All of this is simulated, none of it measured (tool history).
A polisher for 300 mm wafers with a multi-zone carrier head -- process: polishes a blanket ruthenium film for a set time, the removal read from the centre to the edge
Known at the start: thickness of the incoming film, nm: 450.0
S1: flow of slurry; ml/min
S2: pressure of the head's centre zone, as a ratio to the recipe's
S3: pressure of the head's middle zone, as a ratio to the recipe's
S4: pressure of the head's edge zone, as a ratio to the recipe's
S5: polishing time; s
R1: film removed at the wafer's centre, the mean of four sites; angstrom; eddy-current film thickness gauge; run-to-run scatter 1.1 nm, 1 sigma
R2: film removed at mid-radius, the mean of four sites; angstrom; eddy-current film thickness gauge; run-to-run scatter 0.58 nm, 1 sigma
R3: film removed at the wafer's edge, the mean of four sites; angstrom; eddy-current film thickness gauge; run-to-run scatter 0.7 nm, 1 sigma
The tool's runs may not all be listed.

Run 1, day 0: S1 265 ml/min, S2 1, S3 1, S4 1, S5 57 s. Result: R1 1243.4 angstrom, R2 1231.1 angstrom, R3 1190.5 angstrom.
Run 2, day 0.242: S1 265 ml/min, S2 1.04, S3 1, S4 1, S5 57 s. Result: R1 1246.3 angstrom, R2 1222.1 angstrom, R3 1205.8 angstrom.
Run 3, day 0.583: S1 255 ml/min, S2 1.02, S3 0.96, S4 0.97, S5 50 s. Result: R1 1072.8 angstrom, R2 1009.8 angstrom, R3 1035.4 angstrom.
Run 4, day 0.838: S1 255 ml/min, S2 0.95, S3 0.96, S4 0.97, S5 50 s. Result: R1 1027.1 angstrom, R2 1014.1 angstrom, R3 1031.6 angstrom.
Run 5, day 0.992: S1 255 ml/min, S2 0.97, S3 0.95, S4 0.93, S5 46 s. Result: R1 940.94 angstrom, R2 923.66 angstrom, R3 945.26 angstrom.
Run 6, day 1.358: S1 255 ml/min, S2 0.97, S3 0.91, S4 0.93, S5 46 s. Result: R1 931.97 angstrom, R2 887.21 angstrom, R3 933.85 angstrom.
Run 7, day 1.638: S1 260 ml/min, S2 1, S3 0.91, S4 0.9, S5 43 s. Result: R1 907.93 angstrom, R2 838.26 angstrom, R3 877.4 angstrom.
Run 8, day 1.679: S1 265 ml/min, S2 1.01, S3 0.91, S4 0.88, S5 41 s. Result: R1 865.21 angstrom, R2 810.95 angstrom, R3 829.5 angstrom.
Run 9, day 1.817: S1 250 ml/min, S2 1.03, S3 0.84, S4 0.81, S5 36 s. Result: R1 780.3 angstrom, R2 656.89 angstrom, R3 687.99 angstrom.
Run 10, day 2.158: S1 250 ml/min, S2 1.03, S3 0.84, S4 0.81, S5 36 s. Result: R1 751.12 angstrom, R2 662.73 angstrom, R3 695.8 angstrom.
Run 11, day 2.271: S1 265 ml/min, S2 1.03, S3 0.85, S4 0.82, S5 36 s. Result: R1 768.03 angstrom, R2 668.08 angstrom, R3 704.7 angstrom.
Run 12, day 2.55: S1 270 ml/min, S2 1.03, S3 0.86, S4 0.83, S5 36 s. Result: R1 782.74 angstrom, R2 671.36 angstrom, R3 697.89 angstrom.
Run 13, day 2.617: S1 265 ml/min, S2 1.03, S3 0.87, S4 0.84, S5 36 s. Result: R1 796.18 angstrom, R2 680.49 angstrom, R3 705.08 angstrom.

What does the tool deliver on the next run?
Run 14, day 2.725: S1 265 ml/min, S2 1.03, S3 0.87, S4 0.84, S5 36 s. Result: R1 ?, R2 ?, R3 ?.

Run 14 gave R1 763.87 angstrom, R2 680.26 angstrom, R3 713.18 angstrom.
